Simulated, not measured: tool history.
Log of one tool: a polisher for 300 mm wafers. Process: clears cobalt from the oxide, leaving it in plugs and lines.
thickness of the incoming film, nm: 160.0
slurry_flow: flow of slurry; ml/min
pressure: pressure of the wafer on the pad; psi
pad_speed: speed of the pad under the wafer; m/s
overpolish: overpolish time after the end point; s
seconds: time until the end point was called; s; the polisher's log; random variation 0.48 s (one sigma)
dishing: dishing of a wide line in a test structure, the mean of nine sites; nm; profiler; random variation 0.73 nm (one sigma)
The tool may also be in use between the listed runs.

| run | hour | slurry_flow | pressure | pad_speed | overpolish | seconds | dishing |
|---|---|---|---|---|---|---|---|
| 1 | 0.0 | 125 | 1.4 | 1.06 | 13 | 43.523 | 33.915 |
| 2 | 7.5 | 125 | 1.4 | 0.94 | 13 | 49.168 | 32.256 |
| 3 | 15.1 | 125 | 1.4 | 0.94 | 16 | 47.276 | 37.445 |
| 4 | 22.8 | 155 | 1.4 | 0.94 | 16 | 45.489 | 38.035 |
| 5 | 29.0 | 170 | 1.4 | 0.94 | 16 | 46.157 | 38.680 |
| 6 | 35.0 | 170 | 1.5 | 0.94 | 16 | 43.039 | 41.623 |

The next listed run, before its measurement:
| 7 | 36.6 | 180 | 1.9 | 0.98 | 11 | ? | ? |

seconds: 32.660 s
dishing: 37.789 nm

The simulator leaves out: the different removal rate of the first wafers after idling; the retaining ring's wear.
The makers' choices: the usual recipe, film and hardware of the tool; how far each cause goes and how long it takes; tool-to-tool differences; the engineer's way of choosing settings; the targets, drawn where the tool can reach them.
